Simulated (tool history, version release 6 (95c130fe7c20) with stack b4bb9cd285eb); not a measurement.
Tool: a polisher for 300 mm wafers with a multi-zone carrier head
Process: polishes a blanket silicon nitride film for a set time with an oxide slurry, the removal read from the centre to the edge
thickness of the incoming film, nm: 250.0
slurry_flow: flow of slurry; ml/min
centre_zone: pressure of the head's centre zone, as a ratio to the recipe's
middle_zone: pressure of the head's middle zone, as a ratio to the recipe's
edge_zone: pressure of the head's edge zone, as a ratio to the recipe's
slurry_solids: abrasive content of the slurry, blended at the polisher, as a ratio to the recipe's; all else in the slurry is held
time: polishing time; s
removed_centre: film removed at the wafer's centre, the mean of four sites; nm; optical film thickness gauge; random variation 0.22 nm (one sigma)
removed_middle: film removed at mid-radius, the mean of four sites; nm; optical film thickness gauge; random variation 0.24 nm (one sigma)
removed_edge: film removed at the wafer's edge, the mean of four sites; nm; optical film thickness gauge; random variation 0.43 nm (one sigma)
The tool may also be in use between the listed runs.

run 1 hour=0 | slurry_flow=140 centre_zone=1 middle_zone=1 edge_zone=1 slurry_solids=1 time=74 | removed_centre=30.457 removed_middle=30.448 removed_edge=31.187
run 2 hour=3.8 | slurry_flow=140 centre_zone=1.03 middle_zone=1 edge_zone=1 slurry_solids=1 time=74 | removed_centre=31.577 removed_middle=30.443 removed_edge=31.351
run 3 hour=10.7 | slurry_flow=140 centre_zone=1.03 middle_zone=1 edge_zone=0.92 slurry_solids=1 time=74 | removed_centre=31.786 removed_middle=30.523 removed_edge=30.676
run 4 hour=12.5 | slurry_flow=140 centre_zone=1.03 middle_zone=1 edge_zone=0.92 slurry_solids=1 time=84 | removed_centre=35.601 removed_middle=34.516 removed_edge=34.306
run 5 hour=18 | slurry_flow=150 centre_zone=1.02 middle_zone=1.03 edge_zone=0.92 slurry_solids=1 time=84 | removed_centre=35.866 removed_middle=35.86 removed_edge=34.692
run 6 hour=21.3 | slurry_flow=160 centre_zone=1.01 middle_zone=1.05 edge_zone=0.92 slurry_solids=1 time=84 | removed_centre=36.06 removed_middle=36.453 removed_edge=35.313
run 7 hour=30.1 | slurry_flow=165 centre_zone=1 middle_zone=1.08 edge_zone=0.91 slurry_solids=1 time=84 | removed_centre=36.048 removed_middle=38.175 removed_edge=35.115

Run 8 comes next. What will it give?
run 8 hour=31.9 | slurry_flow=170 centre_zone=0.99 middle_zone=1.09 edge_zone=0.91 slurry_solids=1 time=84 | removed_centre=? removed_middle=? removed_edge=?

{"run 8": {"removed_centre": 35.687, "removed_middle": 38.638, "removed_edge": 35.672}}
